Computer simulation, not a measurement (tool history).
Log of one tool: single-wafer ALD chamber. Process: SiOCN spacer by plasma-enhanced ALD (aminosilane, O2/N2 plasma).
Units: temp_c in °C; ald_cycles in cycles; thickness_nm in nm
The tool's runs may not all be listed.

Run 1, hour 0.0: temp_c 390 °C, ald_cycles 82 cycles. Result: thickness_nm 4.7560 nm.
Run 2, hour 5.2: temp_c 390 °C, ald_cycles 77 cycles. Result: thickness_nm 4.4405 nm.
Run 3, hour 10.9: temp_c 390 °C, ald_cycles 76 cycles. Result: thickness_nm 4.4136 nm.
Run 4, hour 15.6: temp_c 394 °C, ald_cycles 76 cycles. Result: thickness_nm 4.4031 nm.
Run 5, hour 24.1: temp_c 394 °C, ald_cycles 75 cycles. Result: thickness_nm 4.3364 nm.
Run 6, hour 31.0: temp_c 394 °C, ald_cycles 86 cycles. Result: thickness_nm 4.9700 nm.
Run 7, hour 34.1: temp_c 394 °C, ald_cycles 86 cycles. Result: thickness_nm 4.9774 nm.
Run 8, hour 39.0: temp_c 394 °C, ald_cycles 83 cycles. Result: thickness_nm 4.7796 nm.
Run 9, hour 43.3: temp_c 394 °C, ald_cycles 81 cycles. Result: thickness_nm 4.6970 nm.
Run 10, hour 49.9: temp_c 394 °C, ald_cycles 79 cycles. Result: thickness_nm 4.5605 nm.
Run 11, hour 55.5: temp_c 394 °C, ald_cycles 77 cycles. Result: thickness_nm 4.4564 nm.
Run 12, hour 56.9: temp_c 394 °C, ald_cycles 76 cycles. Result: thickness_nm 4.4129 nm.

Forecast run 13:
Run 13, hour 65.4: temp_c 394 °C, ald_cycles 75 cycles. Result: thickness_nm ?.

{"run 13": {"thickness_nm": 4.3421}}

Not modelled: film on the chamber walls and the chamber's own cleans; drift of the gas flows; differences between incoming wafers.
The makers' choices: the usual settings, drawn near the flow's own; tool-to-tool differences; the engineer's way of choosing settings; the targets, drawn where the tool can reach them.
